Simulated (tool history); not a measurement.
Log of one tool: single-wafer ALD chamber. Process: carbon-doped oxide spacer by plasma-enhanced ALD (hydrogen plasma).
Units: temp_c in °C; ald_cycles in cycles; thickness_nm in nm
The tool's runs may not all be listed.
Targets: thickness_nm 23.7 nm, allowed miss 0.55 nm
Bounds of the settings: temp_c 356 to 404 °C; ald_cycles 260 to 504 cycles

run,hour,temp_c,ald_cycles,thickness_nm
1,0,380,382,20.126
2,7.1,380,404,21.243
3,11.5,380,356,18.581
4,15.4,380,368,19.32
5,19.2,387,368,19.226
6,24.1,387,379,19.809
7,26.1,387,388,20.4
8,34,387,396,20.781
9,41.6,387,403,21.221
10,44.8,387,409,21.503
11,45.4,387,414,21.618
12,51.6,387,419,22.063
13,55.2,387,423,22.24
# hour 58: thermocouple changed; heater temperature recalibrated
14,58,387,427,22.397
15,59.5,387,430,22.596
16,62.1,387,433,22.761
17,64.6,387,435,22.858
18,66.9,387,437,22.953
19,73.6,387,439,23.1
20,76.5,387,440,23.104

Which of these 4 next moves meets every target?
A,79.4,382,421,?
B,79.4,391,433,?
C,79.4,391,413,?
D,79.4,387,450,?

move,thickness_nm
A,22.13
B,22.761
C,21.709
D,23.654
A: further off than the last run
B: further off than the last run
C: further off than the last run
D: meets every target
Move D is the one to make.
